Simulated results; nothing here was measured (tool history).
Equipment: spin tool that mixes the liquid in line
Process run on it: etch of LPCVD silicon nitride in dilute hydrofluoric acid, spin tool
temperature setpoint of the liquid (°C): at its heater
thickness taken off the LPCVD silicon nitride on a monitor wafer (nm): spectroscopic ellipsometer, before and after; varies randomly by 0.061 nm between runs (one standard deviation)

run,hour,temperature setpoint of the liquid (°C),parts of water to one part of 49 % hydrofluoric acid (parts by volume),time under the liquid (s),thickness taken off the LPCVD silicon nitride on a monitor wafer (nm)
1,0.0,22.0,55,310,2.8966
2,7.4,24.5,55,310,3.4415
3,9.4,22.5,55,310,3.0607
4,11.7,19.5,55,310,2.4709
5,20.3,21.0,55,310,2.7933
6,28.5,21.0,55,310,2.7103
7,30.9,22.5,55,310,3.0421
8,37.6,23.5,55,310,3.2209
9,45.6,24.5,55,310,3.4384

The next listed run, before its measurement:
10,52.9,25.5,55,310,?

{"run 10": {"thickness taken off the LPCVD silicon nitride on a monitor wafer (nm)": 3.7051}}

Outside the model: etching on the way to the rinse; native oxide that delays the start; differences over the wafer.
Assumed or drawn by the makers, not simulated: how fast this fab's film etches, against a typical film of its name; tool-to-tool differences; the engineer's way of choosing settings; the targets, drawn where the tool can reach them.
